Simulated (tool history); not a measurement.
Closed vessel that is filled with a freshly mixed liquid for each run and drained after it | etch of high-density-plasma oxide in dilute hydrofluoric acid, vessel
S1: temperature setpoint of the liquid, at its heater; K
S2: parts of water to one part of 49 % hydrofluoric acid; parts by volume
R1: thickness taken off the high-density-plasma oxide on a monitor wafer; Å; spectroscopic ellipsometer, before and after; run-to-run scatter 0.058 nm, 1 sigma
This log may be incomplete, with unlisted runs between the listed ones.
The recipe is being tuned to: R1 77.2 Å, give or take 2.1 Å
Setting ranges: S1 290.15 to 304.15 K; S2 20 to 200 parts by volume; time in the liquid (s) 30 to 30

{"run": 1, "day": 0.0, "S1": 296.15, "S2": 110, "time in the liquid (s)": 30, "R1": 26.292}
{"run": 2, "day": 0.242, "S1": 296.15, "S2": 110, "time in the liquid (s)": 30, "R1": 26.508}
{"run": 3, "day": 0.558, "S1": 296.15, "S2": 75, "time in the liquid (s)": 30, "R1": 40.036}
{"run": 4, "day": 0.733, "S1": 296.65, "S2": 70, "time in the liquid (s)": 30, "R1": 44.072}
{"run": 5, "day": 0.862, "S1": 294.15, "S2": 70, "time in the liquid (s)": 30, "R1": 39.625}
{"run": 6, "day": 1.212, "S1": 295.15, "S2": 65, "time in the liquid (s)": 30, "R1": 45.349}
{"run": 7, "day": 1.346, "S1": 299.15, "S2": 60, "time in the liquid (s)": 30, "R1": 58.503}
{"run": 8, "day": 1.633, "S1": 303.15, "S2": 55, "time in the liquid (s)": 30, "R1": 75.24}

4 candidate next runs follow, results not yet known. Just one meets every target within its allowed miss. Identify it.
{"run": "A", "day": 1.921, "S1": 303.15, "S2": 60, "time in the liquid (s)": 30, "R1": "?"}
{"run": "B", "day": 1.921, "S1": 304.15, "S2": 55, "time in the liquid (s)": 30, "R1": "?"}
{"run": "C", "day": 1.921, "S1": 304.15, "S2": 60, "time in the liquid (s)": 30, "R1": "?"}
{"run": "D", "day": 1.921, "S1": 301.65, "S2": 55, "time in the liquid (s)": 30, "R1": "?"}

move=A R1=67.299
move=B R1=76.91
move=C R1=69.955
move=D R1=69.742
A: the biggest miss grows against the last run
B: each result inside its tolerance
C: the biggest miss grows against the last run
D: the biggest miss grows against the last run
The right move is B.

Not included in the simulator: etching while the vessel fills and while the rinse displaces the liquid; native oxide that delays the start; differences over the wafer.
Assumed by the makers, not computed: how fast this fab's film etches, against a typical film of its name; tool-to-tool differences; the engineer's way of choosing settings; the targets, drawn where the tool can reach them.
